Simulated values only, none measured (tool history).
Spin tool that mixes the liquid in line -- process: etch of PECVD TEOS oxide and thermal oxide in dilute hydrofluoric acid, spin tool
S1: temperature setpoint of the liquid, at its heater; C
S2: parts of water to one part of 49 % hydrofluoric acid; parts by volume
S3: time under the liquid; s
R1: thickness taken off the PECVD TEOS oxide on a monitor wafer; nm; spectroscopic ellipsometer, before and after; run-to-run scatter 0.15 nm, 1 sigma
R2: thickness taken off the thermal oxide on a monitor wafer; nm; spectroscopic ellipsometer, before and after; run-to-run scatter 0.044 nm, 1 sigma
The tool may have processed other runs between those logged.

run 1 day=0.000 | S1=21.0 S2=240 S3=180 | R1=8.5164 R2=2.6153
run 2 day=0.354 | S1=21.0 S2=205 S3=180 | R1=10.3080 R2=3.2049
run 3 day=0.500 | S1=21.0 S2=175 S3=180 | R1=12.4060 R2=3.8205
run 4 day=0.654 | S1=24.0 S2=175 S3=180 | R1=13.7730 R2=4.2700
run 5 day=0.946 | S1=24.5 S2=175 S3=180 | R1=14.1050 R2=4.3658
run 6 day=1.246 | S1=24.5 S2=260 S3=180 | R1=8.6576 R2=2.6866
run 7 day=1.517 | S1=25.0 S2=245 S3=180 | R1=9.5899 R2=2.9410
run 8 day=1.800 | S1=25.0 S2=245 S3=180 | R1=9.4811 R2=2.9733
run 9 day=2.088 | S1=25.5 S2=230 S3=180 | R1=10.6370 R2=3.2713

What will run 10 give?
run 10 day=2.250 | S1=26.0 S2=220 S3=180 | R1=? R2=?

{"run 10": {"R1": 11.32, "R2": 3.5152}}

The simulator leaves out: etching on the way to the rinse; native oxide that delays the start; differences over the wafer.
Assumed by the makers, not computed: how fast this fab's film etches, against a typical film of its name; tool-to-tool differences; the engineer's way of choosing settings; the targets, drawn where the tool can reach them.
